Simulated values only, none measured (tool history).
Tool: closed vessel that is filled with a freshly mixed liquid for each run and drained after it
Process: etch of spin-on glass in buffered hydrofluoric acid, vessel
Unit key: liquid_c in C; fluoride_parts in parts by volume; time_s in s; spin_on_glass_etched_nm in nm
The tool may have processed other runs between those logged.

run,hour,liquid_c,fluoride_parts,time_s,spin_on_glass_etched_nm
1,0,23,19.5,30,28.472
2,4.7,23,24.5,30,23.847
3,11.1,21,24.5,30,21.441
4,17.1,20.5,24.5,30,20.809
# hour 26.2: thermometer replaced
5,26.2,23.5,24.5,30,27.895
6,29.5,23,24.5,30,27.232
7,30.9,22.5,24.5,30,26.62
8,37.3,22,24.5,30,25.485
9,40.4,21.5,24.5,30,24.711
10,46,20.5,24.5,30,23.784
11,54.7,20.5,24.5,30,23.949

Expected results for the next run?
12,56.7,20,25.5,30,?

spin_on_glass_etched_nm: 22.444 nm

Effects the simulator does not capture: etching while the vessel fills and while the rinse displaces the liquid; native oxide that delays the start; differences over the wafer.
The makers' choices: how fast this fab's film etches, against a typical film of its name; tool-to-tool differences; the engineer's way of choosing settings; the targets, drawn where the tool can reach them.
